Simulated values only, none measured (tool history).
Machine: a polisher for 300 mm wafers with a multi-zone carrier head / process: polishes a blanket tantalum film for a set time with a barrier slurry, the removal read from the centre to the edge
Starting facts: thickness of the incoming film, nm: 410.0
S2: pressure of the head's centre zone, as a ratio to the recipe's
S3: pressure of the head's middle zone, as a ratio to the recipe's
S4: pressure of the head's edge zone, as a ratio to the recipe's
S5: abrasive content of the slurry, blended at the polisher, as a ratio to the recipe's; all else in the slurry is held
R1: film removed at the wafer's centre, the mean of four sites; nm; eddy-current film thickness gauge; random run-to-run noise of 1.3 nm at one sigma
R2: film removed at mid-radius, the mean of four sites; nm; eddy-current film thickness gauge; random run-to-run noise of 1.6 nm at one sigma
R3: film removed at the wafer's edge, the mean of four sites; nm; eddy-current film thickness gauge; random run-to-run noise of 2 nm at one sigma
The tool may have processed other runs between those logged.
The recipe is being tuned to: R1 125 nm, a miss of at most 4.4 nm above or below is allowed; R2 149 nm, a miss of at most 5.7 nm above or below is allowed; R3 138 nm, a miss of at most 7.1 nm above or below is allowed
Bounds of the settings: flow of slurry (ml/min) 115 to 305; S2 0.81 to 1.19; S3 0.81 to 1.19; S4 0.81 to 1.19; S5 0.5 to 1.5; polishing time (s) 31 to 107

Run 1, day 0: flow of slurry (ml/min) 195, S2 1, S3 1, S4 1, S5 1, polishing time (s) 69. Result: R1 88.355 nm, R2 98.245 nm, R3 96.105 nm.
Run 2, day 0.229: flow of slurry (ml/min) 200, S2 1.01, S3 1.02, S4 1.02, S5 1.1, polishing time (s) 71. Result: R1 97.197 nm, R2 106.81 nm, R3 100.59 nm.
Run 3, day 0.583: flow of slurry (ml/min) 195, S2 0.99, S3 1.02, S4 1.03, S5 1.15, polishing time (s) 74. Result: R1 99.089 nm, R2 110.93 nm, R3 106.62 nm.
Run 4, day 0.85: flow of slurry (ml/min) 195, S2 0.99, S3 1.08, S4 1.03, S5 1.15, polishing time (s) 74. Result: R1 99.166 nm, R2 115.48 nm, R3 108.72 nm.
Run 5, day 1.121: flow of slurry (ml/min) 200, S2 0.99, S3 1.09, S4 1.05, S5 1.2, polishing time (s) 75. Result: R1 102.61 nm, R2 120.43 nm, R3 112.11 nm.
Run 6, day 1.458: flow of slurry (ml/min) 200, S2 1.07, S3 1.09, S4 1.05, S5 1.2, polishing time (s) 75. Result: R1 108.2 nm, R2 119.27 nm, R3 112.72 nm.
Run 7, day 1.583: flow of slurry (ml/min) 205, S2 1.07, S3 1.11, S4 1.07, S5 1.25, polishing time (s) 76. Result: R1 114.25 nm, R2 124.53 nm, R3 114.92 nm.
Run 8, day 1.862: flow of slurry (ml/min) 200, S2 1.05, S3 1.12, S4 1.08, S5 1.3, polishing time (s) 77. Result: R1 115.68 nm, R2 130.51 nm, R3 119.53 nm.
Run 9, day 2.212: flow of slurry (ml/min) 200, S2 1.04, S3 1.12, S4 1.1, S5 1.35, polishing time (s) 78. Result: R1 118.07 nm, R2 132.11 nm, R3 119.51 nm.
Run 10, day 2.396: flow of slurry (ml/min) 195, S2 1.03, S3 1.12, S4 1.1, S5 1.35, polishing time (s) 80. Result: R1 116.01 nm, R2 135.32 nm, R3 125.13 nm.
At day 2.65: centre zone pressure recalibrated.
Run 11, day 2.65: flow of slurry (ml/min) 195, S2 1.03, S3 1.12, S4 1.11, S5 1.35, polishing time (s) 81. Result: R1 128.94 nm, R2 135.05 nm, R3 127.19 nm.

5 next moves are on the table. One of them brings every result within its allowed miss. Which?
Run A, day 2.904: flow of slurry (ml/min) 130, S2 0.9, S3 1.08, S4 1.01, S5 1.15, polishing time (s) 100. Result: R1 ?, R2 ?, R3 ?.
Run B, day 2.904: flow of slurry (ml/min) 270, S2 1.12, S3 1.17, S4 1.13, S5 1.5, polishing time (s) 73. Result: R1 ?, R2 ?, R3 ?.
Run C, day 2.904: flow of slurry (ml/min) 145, S2 1.04, S3 0.99, S4 1.19, S5 1.05, polishing time (s) 86. Result: R1 ?, R2 ?, R3 ?.
Run D, day 2.904: flow of slurry (ml/min) 170, S2 1, S3 1.17, S4 1.08, S5 1.3, polishing time (s) 92. Result: R1 ?, R2 ?, R3 ?.
Run E, day 2.904: flow of slurry (ml/min) 195, S2 1.01, S3 1.19, S4 1.02, S5 1.5, polishing time (s) 80. Result: R1 ?, R2 ?, R3 ?.

move      R1      R2      R3
   A  126.78  152.29  143.48
   B  134.73  137.01  125.28
   C  124.57  120.34   131.9
   D  138.94  159.37  144.05
   E  128.38  147.55  127.31
A: each result inside its tolerance
B: nearer than the last run, and not there yet
C: lands further from the targets than the last run did
D: the result that was furthest off in the last run now lies on the other side of its target
E: meets the target for the result that was furthest off, but another lies outside its allowed miss
Correct choice: A, which meets every target

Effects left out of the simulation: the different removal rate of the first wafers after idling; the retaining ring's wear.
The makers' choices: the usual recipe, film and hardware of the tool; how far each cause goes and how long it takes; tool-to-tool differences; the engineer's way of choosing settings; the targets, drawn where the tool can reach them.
